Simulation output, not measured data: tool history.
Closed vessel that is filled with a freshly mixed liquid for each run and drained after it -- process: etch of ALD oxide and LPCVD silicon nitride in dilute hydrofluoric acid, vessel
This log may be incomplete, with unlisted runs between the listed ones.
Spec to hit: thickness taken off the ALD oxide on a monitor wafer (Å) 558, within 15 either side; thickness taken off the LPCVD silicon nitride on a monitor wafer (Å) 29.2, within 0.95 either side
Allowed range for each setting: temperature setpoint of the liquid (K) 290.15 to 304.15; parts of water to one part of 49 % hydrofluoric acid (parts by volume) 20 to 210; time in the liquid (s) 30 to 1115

run,hour,temperature setpoint of the liquid (K),parts of water to one part of 49 % hydrofluoric acid (parts by volume),time in the liquid (s),thickness taken off the ALD oxide on a monitor wafer (Å),thickness taken off the LPCVD silicon nitride on a monitor wafer (Å)
1,0,296.15,115,570,477.81,20.991
2,6.1,296.15,115,750,632.98,27.427
3,11.3,298.65,115,750,691.93,32.174
4,17.3,299.15,125,760,650.05,30.861
5,20.5,299.15,125,665,565.62,27.651
6,27.3,299.65,130,665,550.92,26.871
7,33.4,299.65,130,665,556.21,26.791
8,41,300.65,135,665,556.57,27.188
9,43.4,303.65,150,685,555.29,31.034
10,44.8,303.15,145,680,565.78,30.824

Consider the 5 candidate settings below. Which is the only one whose results all fall within their allowed miss of target?
A,46.2,298.15,135,770,?,?
B,46.2,300.65,150,720,?,?
C,46.2,304.15,180,860,?,?
D,46.2,302.65,130,595,?,?
E,46.2,297.65,115,675,?,?

move,thickness taken off the ALD oxide on a monitor wafer (Å),thickness taken off the LPCVD silicon nitride on a monitor wafer (Å)
A,578.96,27.083
B,525.54,26.716
C,570.9,32.866
D,553.43,28.884
E,598.64,26.944
A: carries the result that was furthest off beyond its target, to the other side
B: carries the result that was furthest off beyond its target, to the other side
C: the biggest miss grows against the last run
D: all results land within tolerance of their targets
E: carries the result that was furthest off beyond its target, to the other side
D is the move that brings every result within its allowed miss.
